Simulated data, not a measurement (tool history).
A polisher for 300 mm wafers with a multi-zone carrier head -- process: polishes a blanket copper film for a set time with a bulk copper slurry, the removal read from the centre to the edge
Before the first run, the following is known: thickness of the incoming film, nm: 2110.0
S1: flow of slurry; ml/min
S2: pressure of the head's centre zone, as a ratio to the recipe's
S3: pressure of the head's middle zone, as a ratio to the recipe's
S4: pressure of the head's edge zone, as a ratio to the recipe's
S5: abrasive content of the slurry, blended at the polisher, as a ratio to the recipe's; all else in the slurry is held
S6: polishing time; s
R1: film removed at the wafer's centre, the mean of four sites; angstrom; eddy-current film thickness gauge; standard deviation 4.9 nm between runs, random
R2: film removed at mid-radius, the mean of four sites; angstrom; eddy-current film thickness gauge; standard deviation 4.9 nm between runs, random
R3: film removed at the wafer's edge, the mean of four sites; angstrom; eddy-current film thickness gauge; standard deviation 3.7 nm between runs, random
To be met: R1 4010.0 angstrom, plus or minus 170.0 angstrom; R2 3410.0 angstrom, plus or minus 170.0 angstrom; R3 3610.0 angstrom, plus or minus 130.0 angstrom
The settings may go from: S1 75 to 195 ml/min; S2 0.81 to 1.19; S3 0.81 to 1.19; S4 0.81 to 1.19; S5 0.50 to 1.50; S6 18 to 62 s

run	hour	S1	S2	S3	S4	S5	S6	R1	R2	R3
1	0.0	125	1.00	1.00	1.00	1.00	40	5818.6	6154.3	6469.3
2	3.1	125	1.00	1.00	0.96	1.00	40	5839.1	6141.9	6305.0
3	6.5	125	1.00	1.04	0.96	1.00	40	6086.7	6327.7	6381.5
4	12.4	120	1.04	1.00	0.93	0.85	36	5281.6	5453.4	5250.9
5	20.0	115	1.08	0.94	0.94	0.85	32	4855.3	4412.2	4734.1
6	25.1	110	1.09	0.91	0.91	0.75	31	4528.2	3972.0	4301.9
7	29.8	105	1.09	0.90	0.88	0.70	31	4291.8	3822.2	4140.4
# hour 32.3: centre zone pressure recalibrated
8	32.3	100	1.11	0.90	0.86	0.65	31	4426.7	3738.7	3956.4
9	34.2	95	1.10	0.89	0.85	0.60	31	4299.2	3544.5	3822.9
10	41.3	80	1.06	0.91	0.81	0.55	31	3756.6	3328.4	3539.6

4 candidate next runs follow, results not yet known. Just one meets every target within its allowed miss. Identify it.
A	48.4	80	1.11	0.91	0.83	0.60	31	?	?	?
B	48.4	105	1.06	1.04	0.81	0.50	32	?	?	?
C	48.4	120	1.04	1.16	0.81	0.80	24	?	?	?
D	48.4	110	1.04	1.11	0.81	0.55	29	?	?	?

move	R1	R2	R3
A	4086.8	3452.3	3648.5
B	4065.4	3932.5	3622.4
C	3656.6	3908.7	3266.6
D	3804.7	3937.1	3429.7
A: all results land within tolerance of their targets
B: gets the furthest-off result to its target, but another result is out of tolerance
C: the biggest miss grows against the last run
D: the biggest miss grows against the last run
Go with A: it meets all targets.
